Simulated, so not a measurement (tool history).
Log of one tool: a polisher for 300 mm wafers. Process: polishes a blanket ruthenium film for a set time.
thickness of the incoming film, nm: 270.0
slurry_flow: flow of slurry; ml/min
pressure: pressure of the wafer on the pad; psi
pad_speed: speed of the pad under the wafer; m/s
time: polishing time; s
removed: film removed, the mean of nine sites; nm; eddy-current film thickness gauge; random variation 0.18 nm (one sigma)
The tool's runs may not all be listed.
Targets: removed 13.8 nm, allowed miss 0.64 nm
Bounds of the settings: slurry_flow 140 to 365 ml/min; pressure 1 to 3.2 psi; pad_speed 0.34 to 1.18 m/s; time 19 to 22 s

| run | hour | slurry_flow | pressure | pad_speed | time | removed |
|---|---|---|---|---|---|---|
| 1 | 0 | 235 | 2.1 | 0.76 | 22 | 21.051 |
| 2 | 7.1 | 235 | 2 | 0.76 | 22 | 20.177 |
| 3 | 14.3 | 235 | 2.4 | 0.76 | 22 | 23.979 |
| 4 | 15.1 | 235 | 2.3 | 0.76 | 22 | 23.17 |
| 5 | 16.6 | 235 | 2.3 | 0.76 | 22 | 23.288 |
|  | 21.7 | slurry nozzle cleaned |
| 6 | 21.7 | 235 | 2.3 | 0.76 | 22 | 22.961 |
| 7 | 25.7 | 235 | 2.2 | 0.76 | 22 | 22.575 |
| 8 | 30.7 | 235 | 2.1 | 0.76 | 22 | 21.503 |
| 9 | 33.6 | 235 | 2 | 0.76 | 22 | 20.172 |
| 10 | 36.2 | 235 | 1.9 | 0.76 | 22 | 19.078 |
| 11 | 43.8 | 235 | 1.8 | 0.76 | 22 | 18.895 |
| 12 | 47.4 | 235 | 1.7 | 0.76 | 22 | 17.583 |
| 13 | 50.7 | 235 | 1.6 | 0.76 | 22 | 16.856 |
| 14 | 56.1 | 235 | 1.4 | 0.76 | 22 | 14.716 |

Which of these 4 next moves meets every target?
| A | 61.5 | 275 | 1.5 | 0.74 | 22 | ? |
| B | 61.5 | 235 | 1.6 | 0.78 | 21 | ? |
| C | 61.5 | 240 | 1.4 | 0.78 | 20 | ? |
| D | 61.5 | 260 | 1.6 | 0.74 | 22 | ? |

| move | removed |
|---|---|
| A | 15.146 |
| B | 16.005 |
| C | 13.433 |
| D | 16.05 |
A: further off than the last run
B: further off than the last run
C: meets every target
D: further off than the last run
Move C is the one to make.
